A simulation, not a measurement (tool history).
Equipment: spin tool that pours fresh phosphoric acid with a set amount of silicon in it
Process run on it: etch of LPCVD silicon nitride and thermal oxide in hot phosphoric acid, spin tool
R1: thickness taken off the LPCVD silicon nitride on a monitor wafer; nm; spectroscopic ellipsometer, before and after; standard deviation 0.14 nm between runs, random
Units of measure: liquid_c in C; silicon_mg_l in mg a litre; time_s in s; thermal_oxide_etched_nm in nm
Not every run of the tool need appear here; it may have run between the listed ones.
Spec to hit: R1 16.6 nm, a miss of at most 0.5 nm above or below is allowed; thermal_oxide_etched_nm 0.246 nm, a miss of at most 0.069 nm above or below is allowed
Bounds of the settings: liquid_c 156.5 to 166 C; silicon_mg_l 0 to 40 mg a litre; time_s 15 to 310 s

run 1 hour=0 | liquid_c=161 silicon_mg_l=17.5 time_s=160 | R1=12.7 thermal_oxide_etched_nm=0.29917
run 2 hour=4.8 | liquid_c=160 silicon_mg_l=17.5 time_s=160 | R1=12.422 thermal_oxide_etched_nm=0.26721
run 3 hour=12.4 | liquid_c=160 silicon_mg_l=22 time_s=160 | R1=12.447 thermal_oxide_etched_nm=0.23941
run 4 hour=15 | liquid_c=160 silicon_mg_l=25.5 time_s=160 | R1=12.484 thermal_oxide_etched_nm=0.24698
run 5 hour=16.6 | liquid_c=160 silicon_mg_l=35 time_s=160 | R1=12.565 thermal_oxide_etched_nm=0.15266
run 6 hour=20.1 | liquid_c=160.5 silicon_mg_l=34.5 time_s=165 | R1=13.107 thermal_oxide_etched_nm=0.17922
run 7 hour=24.3 | liquid_c=161 silicon_mg_l=35 time_s=170 | R1=13.547 thermal_oxide_etched_nm=0.18108
run 8 hour=32.6 | liquid_c=161 silicon_mg_l=35 time_s=175 | R1=14.069 thermal_oxide_etched_nm=0.14266
run 9 hour=39.3 | liquid_c=161 silicon_mg_l=32.5 time_s=180 | R1=14.445 thermal_oxide_etched_nm=0.21933
run 10 hour=44.2 | liquid_c=161.5 silicon_mg_l=33 time_s=180 | R1=15.014 thermal_oxide_etched_nm=0.20842
run 11 hour=52 | liquid_c=162 silicon_mg_l=33 time_s=180 | R1=14.899 thermal_oxide_etched_nm=0.22239
run 12 hour=54.1 | liquid_c=162.5 silicon_mg_l=33.5 time_s=180 | R1=15.207 thermal_oxide_etched_nm=0.19246

Pick the move, out of 5, that brings all results within their allowed miss; only one does.
run A hour=56.2 | liquid_c=163 silicon_mg_l=33.5 time_s=195 | R1=? thermal_oxide_etched_nm=?
run B hour=56.2 | liquid_c=162.5 silicon_mg_l=39.5 time_s=175 | R1=? thermal_oxide_etched_nm=?
run C hour=56.2 | liquid_c=162 silicon_mg_l=32.5 time_s=175 | R1=? thermal_oxide_etched_nm=?
run D hour=56.2 | liquid_c=164 silicon_mg_l=31.5 time_s=160 | R1=? thermal_oxide_etched_nm=?
run E hour=56.2 | liquid_c=164 silicon_mg_l=40 time_s=175 | R1=? thermal_oxide_etched_nm=?

move=A R1=17.019 thermal_oxide_etched_nm=0.2193
move=B R1=15.022 thermal_oxide_etched_nm=0.13679
move=C R1=14.774 thermal_oxide_etched_nm=0.19142
move=D R1=14.433 thermal_oxide_etched_nm=0.21156
move=E R1=15.786 thermal_oxide_etched_nm=0.1477
A: every result within its allowed miss
B: moves away from the targets compared with the last run
C: moves away from the targets compared with the last run
D: moves away from the targets compared with the last run
E: closer than the last run, but not yet in spec
So the answer is move A, the one that meets all the targets.
